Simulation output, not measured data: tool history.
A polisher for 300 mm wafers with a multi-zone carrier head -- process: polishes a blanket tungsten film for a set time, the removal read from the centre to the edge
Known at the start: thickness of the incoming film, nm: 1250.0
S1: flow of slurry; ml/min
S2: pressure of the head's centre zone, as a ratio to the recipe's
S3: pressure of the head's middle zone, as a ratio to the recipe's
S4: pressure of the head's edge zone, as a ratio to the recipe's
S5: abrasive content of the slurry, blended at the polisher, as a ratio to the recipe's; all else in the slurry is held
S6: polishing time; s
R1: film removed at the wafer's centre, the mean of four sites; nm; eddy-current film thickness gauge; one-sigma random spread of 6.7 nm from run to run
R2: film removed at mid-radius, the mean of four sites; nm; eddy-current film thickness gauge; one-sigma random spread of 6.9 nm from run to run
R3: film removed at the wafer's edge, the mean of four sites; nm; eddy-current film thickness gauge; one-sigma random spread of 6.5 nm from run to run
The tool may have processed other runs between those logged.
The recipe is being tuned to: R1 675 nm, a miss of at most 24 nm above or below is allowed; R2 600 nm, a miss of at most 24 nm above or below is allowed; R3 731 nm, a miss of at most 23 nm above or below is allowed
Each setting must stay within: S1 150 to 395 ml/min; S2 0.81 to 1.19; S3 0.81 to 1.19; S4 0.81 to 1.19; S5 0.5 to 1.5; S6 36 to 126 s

run 1 day=0 | S1=250 S2=1 S3=1 S4=1 S5=1 S6=81 | R1=500.44 R2=511.87 R3=538.57
run 2 day=0.121 | S1=255 S2=1.02 S3=0.98 S4=1.05 S5=1.15 S6=84 | R1=540.54 R2=549.56 R3=587.76
run 3 day=0.188 | S1=255 S2=1.02 S3=0.98 S4=1.05 S5=1.3 S6=84 | R1=550.7 R2=563.45 R3=596.78
run 4 day=0.404 | S1=255 S2=1.02 S3=0.92 S4=1.05 S5=1.3 S6=84 | R1=565.76 R2=539.17 R3=600.98
run 5 day=0.675 | S1=255 S2=1.02 S3=0.92 S4=1.05 S5=1.5 S6=84 | R1=570.86 R2=559.12 R3=623.97
run 6 day=1.021 | S1=265 S2=1.04 S3=0.9 S4=1.09 S5=1.5 S6=86 | R1=590.9 R2=564.46 R3=649.36
run 7 day=1.242 | S1=270 S2=1.06 S3=0.89 S4=1.11 S5=1.5 S6=88 | R1=607.59 R2=572.15 R3=674.42
run 8 day=1.304 | S1=275 S2=1.08 S3=0.89 S4=1.12 S5=1.5 S6=90 | R1=640.8 R2=580.63 R3=690.24
run 9 day=1.662 | S1=280 S2=1.09 S3=0.89 S4=1.13 S5=1.5 S6=91 | R1=661.9 R2=588.18 R3=702.11

5 next moves are on the table. One of them brings every result within its allowed miss. Which?
run A day=2.021 | S1=280 S2=1.16 S3=0.93 S4=1.06 S5=1.45 S6=90 | R1=? R2=? R3=?
run B day=2.021 | S1=330 S2=1.13 S3=0.88 S4=1.19 S5=1.5 S6=92 | R1=? R2=? R3=?
run C day=2.021 | S1=245 S2=1.08 S3=0.84 S4=1.15 S5=1.5 S6=87 | R1=? R2=? R3=?
run D day=2.021 | S1=200 S2=1.05 S3=0.81 S4=1.19 S5=1.35 S6=96 | R1=? R2=? R3=?
run E day=2.021 | S1=295 S2=1.1 S3=0.84 S4=1.15 S5=1.5 S6=90 | R1=? R2=? R3=?

move=A R1=670.61 R2=600.04 R3=662.11
move=B R1=688.71 R2=601.4 R3=730.87
move=C R1=616.79 R2=537.57 R3=667.25
move=D R1=640.54 R2=554.92 R3=722.73
move=E R1=656.19 R2=564.52 R3=698.17
A: the biggest miss grows against the last run
B: each result inside its tolerance
C: the biggest miss grows against the last run
D: meets the target for the result that was furthest off, but another lies outside its allowed miss
E: the biggest miss grows against the last run
Move B is the one to make.
